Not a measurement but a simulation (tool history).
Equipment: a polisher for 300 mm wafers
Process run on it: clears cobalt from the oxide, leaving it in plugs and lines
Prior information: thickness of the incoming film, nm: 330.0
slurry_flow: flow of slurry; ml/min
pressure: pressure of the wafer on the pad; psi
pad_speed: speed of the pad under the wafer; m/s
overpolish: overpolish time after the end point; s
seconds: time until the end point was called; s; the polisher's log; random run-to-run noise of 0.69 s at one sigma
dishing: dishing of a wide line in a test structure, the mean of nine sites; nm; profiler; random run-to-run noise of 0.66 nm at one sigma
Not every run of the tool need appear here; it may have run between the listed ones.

{"run": 1, "hour": 0.0, "slurry_flow": 150, "pressure": 2.5, "pad_speed": 0.9, "overpolish": 9, "seconds": 54.753, "dishing": 30.716}
{"run": 2, "hour": 2.3, "slurry_flow": 150, "pressure": 2.6, "pad_speed": 0.9, "overpolish": 8, "seconds": 52.181, "dishing": 30.134}
{"run": 3, "hour": 5.0, "slurry_flow": 150, "pressure": 2.6, "pad_speed": 0.9, "overpolish": 10, "seconds": 53.447, "dishing": 33.687}
{"run": 4, "hour": 11.0, "slurry_flow": 150, "pressure": 2.7, "pad_speed": 0.9, "overpolish": 9, "seconds": 52.272, "dishing": 33.167}
{"run": 5, "hour": 16.8, "slurry_flow": 150, "pressure": 2.7, "pad_speed": 0.8, "overpolish": 9, "seconds": 57.806, "dishing": 31.125}
{"run": 6, "hour": 18.1, "slurry_flow": 150, "pressure": 2.7, "pad_speed": 0.94, "overpolish": 9, "seconds": 50.115, "dishing": 33.154}
{"run": 7, "hour": 21.0, "slurry_flow": 150, "pressure": 2.8, "pad_speed": 0.96, "overpolish": 8, "seconds": 46.475, "dishing": 33.67}
{"run": 8, "hour": 22.9, "slurry_flow": 150, "pressure": 2.8, "pad_speed": 0.98, "overpolish": 7, "seconds": 46.945, "dishing": 28.912}
{"run": 9, "hour": 29.3, "slurry_flow": 150, "pressure": 2.9, "pad_speed": 0.98, "overpolish": 7, "seconds": 44.47, "dishing": 31.768}

Run 10 is up next; what results do you expect?
{"run": 10, "hour": 29.8, "slurry_flow": 150, "pressure": 2.9, "pad_speed": 0.98, "overpolish": 7, "seconds": "?", "dishing": "?"}

seconds: 46.225 s
dishing: 29.831 nm
